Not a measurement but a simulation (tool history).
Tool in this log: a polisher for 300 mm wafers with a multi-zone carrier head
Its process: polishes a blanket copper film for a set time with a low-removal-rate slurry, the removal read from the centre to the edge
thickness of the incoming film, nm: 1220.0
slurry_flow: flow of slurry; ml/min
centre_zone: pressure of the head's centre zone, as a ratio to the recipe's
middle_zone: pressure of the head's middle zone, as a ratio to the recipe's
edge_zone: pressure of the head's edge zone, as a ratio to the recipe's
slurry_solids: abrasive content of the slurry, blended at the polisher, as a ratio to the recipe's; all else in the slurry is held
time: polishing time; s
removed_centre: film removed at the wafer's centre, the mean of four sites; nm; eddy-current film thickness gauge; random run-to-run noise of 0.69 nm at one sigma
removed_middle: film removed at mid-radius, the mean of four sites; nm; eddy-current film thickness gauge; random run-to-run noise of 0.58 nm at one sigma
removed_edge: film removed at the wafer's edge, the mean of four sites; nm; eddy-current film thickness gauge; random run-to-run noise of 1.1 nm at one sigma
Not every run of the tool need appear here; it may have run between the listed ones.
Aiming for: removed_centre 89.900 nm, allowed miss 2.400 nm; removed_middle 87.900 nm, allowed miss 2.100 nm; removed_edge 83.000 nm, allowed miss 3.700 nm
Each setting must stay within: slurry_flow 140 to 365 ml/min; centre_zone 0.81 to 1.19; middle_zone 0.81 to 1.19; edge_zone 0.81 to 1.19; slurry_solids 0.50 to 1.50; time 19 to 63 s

run  hour  slurry_flow  centre_zone  middle_zone  edge_zone  slurry_solids  time  removed_centre  removed_middle  removed_edge
  1   0.0          235         1.00         1.00       1.00           1.00    41         107.720         107.550       107.670
  2   3.7          180         1.00         1.00       1.00           1.00    41         103.040         101.920       104.970
  3   7.6          180         0.92         1.00       1.00           1.00    41          96.386         103.770       103.150
  4  12.1          180         0.92         0.97       1.00           1.00    41          97.371         100.450       105.470
  5  20.4          180         0.92         0.88       1.00           1.00    41          95.639          92.828       104.470
  6  23.7          190         0.94         0.90       0.95           0.85    41          96.273          91.727       102.090
  7  30.5          200         0.97         0.95       0.91           0.75    39          95.482          91.291        93.718
  8  34.6          195         0.97         0.96       0.88           0.70    39          93.823          92.042        90.331
  9  36.7          185         0.97         0.96       0.86           0.65    39          93.004          91.051        88.723

Exercise: of the 4 proposed moves below, exactly one satisfies all targets within the stated allowed misses. Which move is it?
  A  38.8          160         0.98         0.97       0.94           1.10    36               ?               ?             ?
  B  38.8          165         1.01         0.98       0.86           0.75    39               ?               ?             ?
  C  38.8          185         1.04         1.05       0.94           1.05    35               ?               ?             ?
  D  38.8          215         1.00         1.00       0.85           0.80    35               ?               ?             ?

move  removed_centre  removed_middle  removed_edge
   A          89.426          87.836        91.270
   B          95.621          91.880        90.918
   C          93.913          92.666        89.471
   D          89.185          87.637        84.005
A: moves away from the targets compared with the last run
B: moves away from the targets compared with the last run
C: moves away from the targets compared with the last run
D: hits every target within its allowed miss
D is the move that brings every result within its allowed miss.
